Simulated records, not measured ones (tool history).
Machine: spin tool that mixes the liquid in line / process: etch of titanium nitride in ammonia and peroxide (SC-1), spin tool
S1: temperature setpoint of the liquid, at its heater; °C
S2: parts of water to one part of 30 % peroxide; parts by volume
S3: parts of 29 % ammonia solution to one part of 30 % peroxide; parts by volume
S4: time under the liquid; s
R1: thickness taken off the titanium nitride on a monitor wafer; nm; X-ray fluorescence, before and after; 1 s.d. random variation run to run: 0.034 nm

{"run": 1, "hour": 0.0, "S1": 52.0, "S2": 13.5, "S3": 0.45, "S4": 305, "R1": 11.572}
{"run": 2, "hour": 6.7, "S1": 52.0, "S2": 9.5, "S3": 0.45, "S4": 305, "R1": 13.972}
{"run": 3, "hour": 15.2, "S1": 52.0, "S2": 9.5, "S3": 0.35, "S4": 305, "R1": 13.429}
{"run": 4, "hour": 16.4, "S1": 54.5, "S2": 9.5, "S3": 0.35, "S4": 305, "R1": 15.925}
{"run": 5, "hour": 20.6, "S1": 53.0, "S2": 9.5, "S3": 0.35, "S4": 305, "R1": 14.183}
{"run": 6, "hour": 26.0, "S1": 53.0, "S2": 7.5, "S3": 0.35, "S4": 305, "R1": 16.064}
{"run": 7, "hour": 29.3, "S1": 51.5, "S2": 7.5, "S3": 0.35, "S4": 305, "R1": 14.559}
{"run": 8, "hour": 38.4, "S1": 50.0, "S2": 7.5, "S3": 0.35, "S4": 305, "R1": 13.091}
{"run": 9, "hour": 40.2, "S1": 50.0, "S2": 7.5, "S3": 0.35, "S4": 305, "R1": 13.087}
{"run": 10, "hour": 42.5, "S1": 49.0, "S2": 7.5, "S3": 0.35, "S4": 305, "R1": 12.286}

Run 11, settings as shown, results not yet in. Your forecast:
{"run": 11, "hour": 48.8, "S1": 48.0, "S2": 7.5, "S3": 0.35, "S4": 305, "R1": "?"}

Run 11 gave R1 11.441 nm.
